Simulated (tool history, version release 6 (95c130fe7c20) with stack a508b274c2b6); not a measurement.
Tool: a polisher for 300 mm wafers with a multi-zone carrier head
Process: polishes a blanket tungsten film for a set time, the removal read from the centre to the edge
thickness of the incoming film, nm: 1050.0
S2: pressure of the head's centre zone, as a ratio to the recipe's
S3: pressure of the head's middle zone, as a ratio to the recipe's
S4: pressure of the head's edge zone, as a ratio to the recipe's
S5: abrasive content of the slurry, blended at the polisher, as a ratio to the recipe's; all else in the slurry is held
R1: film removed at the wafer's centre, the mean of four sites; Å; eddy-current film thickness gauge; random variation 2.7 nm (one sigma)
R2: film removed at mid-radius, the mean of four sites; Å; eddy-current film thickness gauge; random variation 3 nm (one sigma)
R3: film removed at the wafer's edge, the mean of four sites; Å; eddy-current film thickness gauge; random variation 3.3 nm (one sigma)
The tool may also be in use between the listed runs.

run 1 hour=0.0 | flow_of_slurry_(ml/min)=160 S2=1.00 S3=1.00 S4=1.00 S5=1.00 polishing_time_(s)=49 | R1=2660.3 R2=2711.4 R3=2613.1
run 2 hour=3.3 | flow_of_slurry_(ml/min)=185 S2=1.00 S3=1.00 S4=1.00 S5=1.00 polishing_time_(s)=49 | R1=2689.8 R2=2728.2 R3=2681.3
run 3 hour=11.5 | flow_of_slurry_(ml/min)=180 S2=1.01 S3=0.96 S4=0.98 S5=0.95 polishing_time_(s)=49 | R1=2636.4 R2=2623.9 R3=2575.1
run 4 hour=19.6 | flow_of_slurry_(ml/min)=180 S2=1.03 S3=0.92 S4=0.98 S5=0.90 polishing_time_(s)=49 | R1=2665.3 R2=2474.1 R3=2596.7
run 5 hour=26.2 | flow_of_slurry_(ml/min)=160 S2=1.03 S3=0.92 S4=0.98 S5=0.90 polishing_time_(s)=49 | R1=2570.9 R2=2446.9 R3=2576.6
-- hour=34.5 worn pad replaced by a new one
run 6 hour=34.5 | flow_of_slurry_(ml/min)=160 S2=1.03 S3=0.92 S4=1.04 S5=0.90 polishing_time_(s)=49 | R1=2911.5 R2=2756.3 R3=2941.8
run 7 hour=35.4 | flow_of_slurry_(ml/min)=160 S2=1.04 S3=0.91 S4=1.01 S5=0.90 polishing_time_(s)=49 | R1=2956.8 R2=2712.9 R3=2894.1
run 8 hour=39.2 | flow_of_slurry_(ml/min)=165 S2=1.04 S3=0.89 S4=0.98 S5=0.95 polishing_time_(s)=48 | R1=3000.2 R2=2699.7 R3=2870.1
run 9 hour=47.8 | flow_of_slurry_(ml/min)=160 S2=1.04 S3=0.87 S4=0.94 S5=0.90 polishing_time_(s)=48 | R1=2912.6 R2=2599.0 R3=2732.1
run 10 hour=48.5 | flow_of_slurry_(ml/min)=160 S2=1.04 S3=0.87 S4=0.94 S5=0.90 polishing_time_(s)=48 | R1=2895.8 R2=2536.8 R3=2746.2

The next listed run, before its measurement:
run 11 hour=57.0 | flow_of_slurry_(ml/min)=160 S2=1.03 S3=0.86 S4=0.91 S5=0.85 polishing_time_(s)=48 | R1=? R2=? R3=?

{"run 11": {"R1": 2869.7, "R2": 2564.6, "R3": 2646.9}}
